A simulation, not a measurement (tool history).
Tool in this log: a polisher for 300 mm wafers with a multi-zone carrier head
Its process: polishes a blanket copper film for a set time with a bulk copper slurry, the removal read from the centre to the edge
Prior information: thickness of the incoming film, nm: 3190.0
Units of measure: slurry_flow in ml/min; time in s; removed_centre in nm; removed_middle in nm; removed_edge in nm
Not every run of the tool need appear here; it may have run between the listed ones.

Run 1, hour 0: slurry_flow 240 ml/min, centre_zone 1, middle_zone 1, edge_zone 1, slurry_solids 1, time 89 s. Result: removed_centre 717.1 nm, removed_middle 701.15 nm, removed_edge 707.81 nm.
Run 2, hour 2.1: slurry_flow 185 ml/min, centre_zone 1, middle_zone 1, edge_zone 1, slurry_solids 1, time 89 s. Result: removed_centre 653.59 nm, removed_middle 669.99 nm, removed_edge 655.85 nm.
Run 3, hour 8.7: slurry_flow 185 ml/min, centre_zone 1, middle_zone 1, edge_zone 1.05, slurry_solids 1, time 89 s. Result: removed_centre 657.1 nm, removed_middle 674.99 nm, removed_edge 698.41 nm.
Run 4, hour 9.6: slurry_flow 185 ml/min, centre_zone 1, middle_zone 1, edge_zone 1.05, slurry_solids 1, time 106 s. Result: removed_centre 793.6 nm, removed_middle 804.63 nm, removed_edge 833.09 nm.
Run 5, hour 13.9: slurry_flow 180 ml/min, centre_zone 0.99, middle_zone 1.01, edge_zone 1.05, slurry_solids 1, time 106 s. Result: removed_centre 776.61 nm, removed_middle 784.17 nm, removed_edge 812.96 nm.
Run 6, hour 15.9: slurry_flow 175 ml/min, centre_zone 0.98, middle_zone 1.03, edge_zone 1.06, slurry_solids 1.05, time 106 s. Result: removed_centre 767.76 nm, removed_middle 809.75 nm, removed_edge 816.16 nm.

What will run 7 give?
Run 7, hour 19.3: slurry_flow 175 ml/min, centre_zone 0.98, middle_zone 1.03, edge_zone 1.06, slurry_solids 1.05, time 106 s. Result: removed_centre ?, removed_middle ?, removed_edge ?.

Run 7 produced removed_centre 782.68 nm, removed_middle 790.86 nm, removed_edge 846 nm.
